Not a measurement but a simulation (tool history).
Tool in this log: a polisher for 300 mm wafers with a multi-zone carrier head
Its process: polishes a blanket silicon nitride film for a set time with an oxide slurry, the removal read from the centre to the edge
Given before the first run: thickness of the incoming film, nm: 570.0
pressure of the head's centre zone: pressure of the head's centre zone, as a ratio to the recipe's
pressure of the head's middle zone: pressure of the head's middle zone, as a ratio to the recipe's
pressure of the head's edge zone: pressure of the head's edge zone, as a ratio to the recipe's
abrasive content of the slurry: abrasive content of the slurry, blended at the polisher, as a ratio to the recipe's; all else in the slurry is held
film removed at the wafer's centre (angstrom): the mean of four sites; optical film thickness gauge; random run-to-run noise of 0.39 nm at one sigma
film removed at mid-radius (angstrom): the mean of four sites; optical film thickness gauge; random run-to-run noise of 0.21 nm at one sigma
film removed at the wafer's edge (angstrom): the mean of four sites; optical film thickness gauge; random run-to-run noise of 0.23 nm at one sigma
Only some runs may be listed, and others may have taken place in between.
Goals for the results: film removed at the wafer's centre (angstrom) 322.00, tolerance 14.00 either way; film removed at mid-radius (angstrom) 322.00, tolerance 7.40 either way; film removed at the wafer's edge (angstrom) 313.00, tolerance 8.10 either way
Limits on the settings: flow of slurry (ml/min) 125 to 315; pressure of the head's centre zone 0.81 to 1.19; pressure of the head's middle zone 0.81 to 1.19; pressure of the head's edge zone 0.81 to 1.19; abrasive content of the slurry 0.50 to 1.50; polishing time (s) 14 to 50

run,day,flow of slurry (ml/min),pressure of the head's centre zone,pressure of the head's middle zone,pressure of the head's edge zone,abrasive content of the slurry,polishing time (s),film removed at the wafer's centre (angstrom),film removed at mid-radius (angstrom),film removed at the wafer's edge (angstrom)
1,0.000,205,1.00,1.00,1.00,1.00,32,262.69,259.90,260.27
2,0.083,205,1.00,1.00,1.00,1.00,26,212.27,212.04,214.20
3,0.129,205,1.00,1.00,1.00,1.00,29,229.77,236.33,239.00
4,0.233,220,1.03,1.03,1.04,1.10,29,250.45,255.92,253.60
5,0.533,200,1.03,1.03,1.04,1.10,29,248.54,248.52,249.07
6,0.738,200,1.03,1.03,1.08,1.10,29,244.16,250.96,260.46
7,0.842,255,1.13,1.13,1.18,1.30,29,295.88,292.05,290.29
8,1.083,260,1.13,1.14,1.18,1.35,29,305.75,303.31,301.71
9,1.442,300,1.15,1.18,1.19,1.35,29,321.98,318.00,301.10
10,1.625,300,1.14,1.17,1.19,1.35,29,312.73,311.36,310.29
11,1.942,300,1.15,1.18,1.19,1.35,29,317.14,315.45,306.04

Which single option among these 5 for the next run brings every result within its allowed miss of target? Just one does.
A,2.258,270,1.17,1.18,1.12,1.50,28,?,?,?
B,2.258,315,1.18,1.07,1.13,1.40,30,?,?,?
C,2.258,300,1.17,1.17,1.19,1.25,29,?,?,?
D,2.258,315,1.15,1.09,1.16,1.35,30,?,?,?
E,2.258,290,1.14,1.17,1.16,1.25,31,?,?,?

move,film removed at the wafer's centre (angstrom),film removed at mid-radius (angstrom),film removed at the wafer's edge (angstrom)
A,319.79,310.16,293.85
B,342.02,306.96,312.44
C,312.67,301.02,295.39
D,330.44,306.72,312.26
E,326.11,320.74,310.77
A: lands further from the targets than the last run did
B: lands further from the targets than the last run did
C: lands further from the targets than the last run did
D: lands further from the targets than the last run did
E: in spec on every target
E meets every target.
